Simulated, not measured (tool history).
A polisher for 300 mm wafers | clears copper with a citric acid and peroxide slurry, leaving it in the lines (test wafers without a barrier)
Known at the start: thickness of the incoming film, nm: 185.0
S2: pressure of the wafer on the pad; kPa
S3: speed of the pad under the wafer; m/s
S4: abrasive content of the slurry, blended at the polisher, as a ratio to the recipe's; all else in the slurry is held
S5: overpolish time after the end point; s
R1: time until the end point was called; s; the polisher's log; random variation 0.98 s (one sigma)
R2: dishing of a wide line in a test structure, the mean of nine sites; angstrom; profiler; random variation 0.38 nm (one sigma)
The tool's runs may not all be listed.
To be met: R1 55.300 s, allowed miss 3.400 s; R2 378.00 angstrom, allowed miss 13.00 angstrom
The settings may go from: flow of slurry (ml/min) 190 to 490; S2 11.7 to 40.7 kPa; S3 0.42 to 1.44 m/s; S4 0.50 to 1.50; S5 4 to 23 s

Run 1, hour 0.0: flow of slurry (ml/min) 315, S2 26.2 kPa, S3 0.92 m/s, S4 1.00, S5 12 s. Result: R1 86.004 s, R2 188.93 angstrom.
Run 2, hour 1.3: flow of slurry (ml/min) 370, S2 26.2 kPa, S3 0.92 m/s, S4 1.00, S5 12 s. Result: R1 84.272 s, R2 197.17 angstrom.
Run 3, hour 8.1: flow of slurry (ml/min) 365, S2 27.6 kPa, S3 0.92 m/s, S4 1.00, S5 12 s. Result: R1 79.833 s, R2 204.56 angstrom.
Run 4, hour 12.8: flow of slurry (ml/min) 400, S2 27.6 kPa, S3 0.92 m/s, S4 1.00, S5 12 s. Result: R1 80.087 s, R2 207.12 angstrom.
Run 5, hour 13.7: flow of slurry (ml/min) 400, S2 27.6 kPa, S3 0.92 m/s, S4 1.00, S5 16 s. Result: R1 78.936 s, R2 264.17 angstrom.
Run 6, hour 19.3: flow of slurry (ml/min) 400, S2 28.3 kPa, S3 0.92 m/s, S4 1.00, S5 16 s. Result: R1 77.595 s, R2 265.90 angstrom.
Run 7, hour 24.2: flow of slurry (ml/min) 400, S2 29.0 kPa, S3 0.92 m/s, S4 1.00, S5 16 s. Result: R1 72.499 s, R2 271.94 angstrom.
Run 8, hour 31.3: flow of slurry (ml/min) 400, S2 29.0 kPa, S3 0.92 m/s, S4 1.00, S5 16 s. Result: R1 76.785 s, R2 270.71 angstrom.
Run 9, hour 39.6: flow of slurry (ml/min) 400, S2 35.9 kPa, S3 0.94 m/s, S4 1.00, S5 16 s. Result: R1 60.296 s, R2 335.94 angstrom.
Run 10, hour 44.8: flow of slurry (ml/min) 400, S2 37.2 kPa, S3 0.94 m/s, S4 1.00, S5 16 s. Result: R1 57.316 s, R2 352.39 angstrom.

Which of these 5 next moves meets every target?
Run A, hour 50.0: flow of slurry (ml/min) 490, S2 35.2 kPa, S3 0.90 m/s, S4 1.05, S5 16 s. Result: R1 ?, R2 ?.
Run B, hour 50.0: flow of slurry (ml/min) 410, S2 37.9 kPa, S3 1.04 m/s, S4 0.95, S5 13 s. Result: R1 ?, R2 ?.
Run C, hour 50.0: flow of slurry (ml/min) 405, S2 40.0 kPa, S3 0.90 m/s, S4 1.15, S5 14 s. Result: R1 ?, R2 ?.
Run D, hour 50.0: flow of slurry (ml/min) 390, S2 37.9 kPa, S3 0.90 m/s, S4 1.35, S5 17 s. Result: R1 ?, R2 ?.
Run E, hour 50.0: flow of slurry (ml/min) 435, S2 39.3 kPa, S3 0.86 m/s, S4 1.05, S5 15 s. Result: R1 ?, R2 ?.

move      R1      R2
   A  60.579  326.12
   B  51.040  316.97
   C  52.605  329.67
   D  53.076  384.02
   E  57.100  325.89
A: further off than the last run
B: further off than the last run
C: further off than the last run
D: meets every target
E: further off than the last run
The right move is D.
